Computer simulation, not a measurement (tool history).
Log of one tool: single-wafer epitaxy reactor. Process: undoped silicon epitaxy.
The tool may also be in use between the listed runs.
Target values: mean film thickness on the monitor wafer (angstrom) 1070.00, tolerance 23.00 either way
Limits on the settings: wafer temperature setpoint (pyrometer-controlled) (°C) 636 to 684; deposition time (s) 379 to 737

run    day  wafer temperature setpoint (pyrometer-controlled) (°C)  deposition time (s)  mean film thickness on the monitor wafer (angstrom)
  1  0.000                                                     660                  558                                              1322.70
  2  0.096                                                     658                  558                                              1254.70
  3  0.121                                                     657                  558                                              1227.90
  4  0.167                                                     657                  630                                              1382.10
  5  0.446                                                     655                  629                                              1321.60
  6  0.821                                                     653                  629                                              1260.90
  7  1.167                                                     653                  629                                              1251.70
  8  1.283                                                     644                  627                                               997.37
  9  1.392                                                     645                  627                                              1026.60

5 next moves are on the table. One of them brings every result within its allowed miss. Which?
  A  1.500                                                     645                  607                                                    ?
  B  1.500                                                     649                  623                                                    ?
  C  1.500                                                     645                  582                                                    ?
  D  1.500                                                     644                  620                                                    ?
  E  1.500                                                     644                  670                                                    ?

move  mean film thickness on the monitor wafer (angstrom)
   A                                               994.44
   B                                              1128.50
   C                                               953.49
   D                                               990.41
   E                                              1070.30
A: lands further from the targets than the last run did
B: takes the result that was furthest off past its target
C: lands further from the targets than the last run did
D: lands further from the targets than the last run did
E: every result lands within tolerance
Move E is the one to make.
